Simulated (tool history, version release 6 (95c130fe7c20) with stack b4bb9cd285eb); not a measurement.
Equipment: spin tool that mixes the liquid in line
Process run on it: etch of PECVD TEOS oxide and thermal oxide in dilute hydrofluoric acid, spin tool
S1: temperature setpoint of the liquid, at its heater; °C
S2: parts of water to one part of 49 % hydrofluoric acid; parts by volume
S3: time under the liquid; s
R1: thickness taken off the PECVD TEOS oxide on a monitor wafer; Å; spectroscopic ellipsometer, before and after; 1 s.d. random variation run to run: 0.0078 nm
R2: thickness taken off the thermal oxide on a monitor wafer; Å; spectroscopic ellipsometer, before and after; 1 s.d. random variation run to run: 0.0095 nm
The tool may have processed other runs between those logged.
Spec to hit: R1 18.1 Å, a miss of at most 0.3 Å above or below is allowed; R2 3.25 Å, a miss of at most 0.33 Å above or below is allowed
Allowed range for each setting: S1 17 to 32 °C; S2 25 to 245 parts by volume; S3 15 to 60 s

| run | day | S1 | S2 | S3 | R1 | R2 |
|---|---|---|---|---|---|---|
| 1 | 0 | 24 | 135 | 30 | 57.66 | 10.552 |
| 2 | 0.225 | 22 | 170 | 30 | 40.444 | 7.4447 |
| 3 | 0.392 | 22 | 130 | 30 | 56.029 | 9.828 |
| 4 | 0.454 | 22 | 180 | 30 | 38.28 | 6.669 |
| 5 | 0.696 | 22 | 210 | 30 | 31.445 | 5.5304 |
| 6 | 0.779 | 20.5 | 220 | 30 | 28.293 | 5.203 |
| 7 | 1.083 | 19 | 245 | 25 | 19.399 | 3.6523 |
| 8 | 1.108 | 18.5 | 245 | 25 | 19.048 | 3.3852 |
| 9 | 1.238 | 18 | 245 | 25 | 18.675 | 3.1816 |
| 10 | 1.354 | 18.5 | 245 | 25 | 19.068 | 3.3136 |

Of the 4 settings listed for the next run, only one would bring every result within its allowed miss of target. Which one?
| A | 1.471 | 19 | 235 | 25 | ? | ? |
| B | 1.471 | 18 | 245 | 25 | ? | ? |
| C | 1.471 | 18 | 210 | 20 | ? | ? |
| D | 1.471 | 17.5 | 235 | 25 | ? | ? |

| move | R1 | R2 |
|---|---|---|
| A | 20.462 | 3.6978 |
| B | 18.717 | 3.3823 |
| C | 18.035 | 3.2591 |
| D | 19.311 | 3.4897 |
A: further off than the last run
B: nearer the targets than the last run, but a result is still out of spec
C: all results in spec
D: further off than the last run
Correct choice: C, which meets every target
